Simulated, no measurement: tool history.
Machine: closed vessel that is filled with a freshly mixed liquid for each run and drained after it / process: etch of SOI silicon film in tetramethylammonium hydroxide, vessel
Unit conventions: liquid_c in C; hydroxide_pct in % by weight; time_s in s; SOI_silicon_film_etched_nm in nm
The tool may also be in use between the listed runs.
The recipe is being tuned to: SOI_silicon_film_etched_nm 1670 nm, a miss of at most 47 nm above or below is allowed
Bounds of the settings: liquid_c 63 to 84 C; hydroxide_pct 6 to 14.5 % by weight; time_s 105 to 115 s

run	hour	liquid_c	hydroxide_pct	time_s	SOI_silicon_film_etched_nm
1	0	76	9.5	105	1118.4
2	0.7	76	7.5	105	1202.5
3	4.3	77	7.5	105	1279.8
4	9.2	77	7.5	105	1277.1
5	17	78	7.5	105	1357.2
6	20.1	79	7.5	105	1418.7
7	25.8	79.5	7.5	105	1463.2
8	30.1	80	7.5	105	1530.1
9	34.2	80.5	7.5	105	1561.4
10	39	81	7.5	105	1602.6

Which of these 4 next moves meets every target?
A	43.8	82	7.5	105	?
B	43.8	78.5	6	105	?
C	43.8	79.5	6.5	105	?
D	43.8	79	8.5	115	?

move	SOI_silicon_film_etched_nm
A	1698.1
B	1479
C	1535.6
D	1515.6
A: all results land within tolerance of their targets
B: lands further from the targets than the last run did
C: lands further from the targets than the last run did
D: lands further from the targets than the last run did
Go with A: it meets all targets.

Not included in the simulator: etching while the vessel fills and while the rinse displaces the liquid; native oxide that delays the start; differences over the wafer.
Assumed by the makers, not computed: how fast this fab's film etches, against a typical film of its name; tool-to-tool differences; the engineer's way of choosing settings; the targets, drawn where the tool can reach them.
